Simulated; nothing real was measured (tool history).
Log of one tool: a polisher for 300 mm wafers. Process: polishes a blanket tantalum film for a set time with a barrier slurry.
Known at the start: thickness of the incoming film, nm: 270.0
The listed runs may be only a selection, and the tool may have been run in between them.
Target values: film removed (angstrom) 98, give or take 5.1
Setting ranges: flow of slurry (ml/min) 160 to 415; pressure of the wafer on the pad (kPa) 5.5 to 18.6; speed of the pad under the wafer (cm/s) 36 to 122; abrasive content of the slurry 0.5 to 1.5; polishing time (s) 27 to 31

run	hour	flow of slurry (ml/min)	pressure of the wafer on the pad (kPa)	speed of the pad under the wafer (cm/s)	abrasive content of the slurry	polishing time (s)	film removed (angstrom)
1	0	265	11.7	78	1	31	320.33
2	1.5	260	10.3	68	0.95	30	229.19
3	9.3	260	10.3	68	0.95	27	218.27
4	16.7	260	10.3	68	0.95	31	243.97
5	21.3	260	10.3	54	0.95	31	190.62
6	29.2	305	10.3	54	0.95	31	198.01
7	37.7	305	9	50	0.95	31	161.3
8	42.9	305	5.5	36	0.95	31	74.371
9	51.2	310	6.2	36	0.95	31	82.729
10	55.4	315	6.2	36	0.95	31	82.464
11	60.6	320	6.9	36	0.95	31	92.483
12	64.4	325	6.9	36	0.95	31	92.775
13	71.9	330	6.9	36	0.95	31	91.988

Pick the move, out of 5, that brings all results within their allowed miss; only one does.
A	79.4	400	7.6	36	0.85	28	?
B	79.4	305	6.2	38	0.85	31	?
C	79.4	325	8.3	38	0.85	28	?
D	79.4	410	6.2	40	0.9	28	?
E	79.4	325	6.9	38	0.95	28	?

move	film removed (angstrom)
A	87.747
B	82.627
C	98.704
D	82.693
E	87.791
A: its largest miss is bigger than the last run's
B: its largest miss is bigger than the last run's
C: all results in spec
D: its largest miss is bigger than the last run's
E: its largest miss is bigger than the last run's
C meets every target.

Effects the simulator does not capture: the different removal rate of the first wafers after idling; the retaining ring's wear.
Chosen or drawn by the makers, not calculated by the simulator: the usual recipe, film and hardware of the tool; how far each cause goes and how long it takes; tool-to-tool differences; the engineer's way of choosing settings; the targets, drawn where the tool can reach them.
